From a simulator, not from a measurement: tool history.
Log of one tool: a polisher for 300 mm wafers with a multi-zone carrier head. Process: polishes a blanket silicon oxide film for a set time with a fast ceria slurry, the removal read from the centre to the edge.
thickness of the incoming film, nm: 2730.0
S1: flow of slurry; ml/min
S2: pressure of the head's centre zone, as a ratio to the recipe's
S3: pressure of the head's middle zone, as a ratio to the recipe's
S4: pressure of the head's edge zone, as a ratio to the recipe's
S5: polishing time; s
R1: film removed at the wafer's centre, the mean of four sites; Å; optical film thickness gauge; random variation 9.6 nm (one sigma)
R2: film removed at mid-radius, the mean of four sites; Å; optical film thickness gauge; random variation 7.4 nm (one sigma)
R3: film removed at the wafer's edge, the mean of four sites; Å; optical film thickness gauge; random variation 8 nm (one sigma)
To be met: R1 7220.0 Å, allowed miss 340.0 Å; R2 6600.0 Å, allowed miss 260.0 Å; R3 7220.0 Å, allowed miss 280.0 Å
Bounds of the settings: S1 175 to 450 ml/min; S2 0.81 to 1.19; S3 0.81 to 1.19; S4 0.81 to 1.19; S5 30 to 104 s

run  hour   S1    S2    S3    S4  S5      R1      R2      R3
  1   0.0  290  1.00  1.00  1.00  67  8040.8  7662.6  7987.3
  2   5.9  290  1.00  1.00  1.07  67  8169.7  7792.5  8203.5
  3  11.6  290  1.00  1.06  1.07  67  8165.5  8120.3  8293.8
  4  14.7  290  1.00  1.04  1.06  66  8003.4  7774.5  8088.2
  5  20.1  290  1.00  1.02  1.05  65  7819.3  7697.0  7733.5
  6  24.4  290  1.00  1.02  1.05  81  9660.4  9403.4  9918.8
  7  25.4  290  1.00  1.02  1.05  81  9436.0  9462.8  9917.1
  8  26.1  290  0.99  1.00  1.04  78  9152.1  9153.8  9619.6

Which of these 4 next moves meets every target?
  A  26.8  225  1.02  0.94  1.03  61   ?   ?   ?
  B  26.8  315  0.94  0.99  1.08  58   ?   ?   ?
  C  26.8  280  0.88  0.81  1.19  62   ?   ?   ?
  D  26.8  220  0.87  0.81  1.19  63   ?   ?   ?

move      R1      R2      R3
   A  7223.4  6518.3  7232.5
   B  6625.4  6745.5  7256.6
   C  6532.2  6030.5  8094.8
   D  6336.2  5937.2  8031.5
A: meets every target
B: brings the result that was furthest off to its target, and leaves another outside
C: takes the result that was furthest off past its target
D: takes the result that was furthest off past its target
Answer: A
